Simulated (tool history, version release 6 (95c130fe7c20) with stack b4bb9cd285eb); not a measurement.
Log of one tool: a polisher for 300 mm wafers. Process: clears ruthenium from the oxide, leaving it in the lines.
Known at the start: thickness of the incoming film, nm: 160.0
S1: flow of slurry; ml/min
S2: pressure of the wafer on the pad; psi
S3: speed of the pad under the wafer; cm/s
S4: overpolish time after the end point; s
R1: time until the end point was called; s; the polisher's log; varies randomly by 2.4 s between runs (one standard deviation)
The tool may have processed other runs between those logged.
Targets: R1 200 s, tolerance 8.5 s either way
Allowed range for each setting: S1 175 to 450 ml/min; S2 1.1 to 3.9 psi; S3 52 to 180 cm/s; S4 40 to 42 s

| run | hour | S1 | S2 | S3 | S4 | R1 |
|---|---|---|---|---|---|---|
| 1 | 0 | 290 | 2.5 | 116 | 40 | 101.98 |
| 2 | 8.5 | 290 | 2.5 | 132 | 40 | 98.678 |
| 3 | 16.2 | 290 | 2.5 | 120 | 40 | 100.14 |
| 4 | 20.8 | 290 | 2.3 | 116 | 40 | 108.95 |
| 5 | 21.5 | 290 | 2.3 | 116 | 42 | 109.03 |
| 6 | 23.4 | 285 | 2.1 | 110 | 42 | 121.64 |
| 7 | 24.4 | 285 | 2 | 106 | 42 | 125.72 |
| 8 | 29.3 | 285 | 1.9 | 100 | 42 | 135 |
| 9 | 32.3 | 285 | 1.8 | 96 | 42 | 138.3 |
| 10 | 39.3 | 280 | 1.1 | 70 | 42 | 213.42 |

Exercise: of the 5 proposed moves below, exactly one satisfies all targets within the stated allowed misses. Which move is it?
| A | 46.3 | 305 | 1.1 | 60 | 42 | ? |
| B | 46.3 | 315 | 1.1 | 60 | 40 | ? |
| C | 46.3 | 265 | 1.1 | 62 | 40 | ? |
| D | 46.3 | 230 | 1.8 | 52 | 42 | ? |
| E | 46.3 | 290 | 1.1 | 60 | 40 | ? |

| move | R1 |
|---|---|
| A | 225.19 |
| B | 224.5 |
| C | 225.06 |
| D | 197.82 |
| E | 226.32 |
A: moves away from the targets compared with the last run
B: moves away from the targets compared with the last run
C: moves away from the targets compared with the last run
D: all results in spec
E: moves away from the targets compared with the last run
Go with D: it meets all targets.
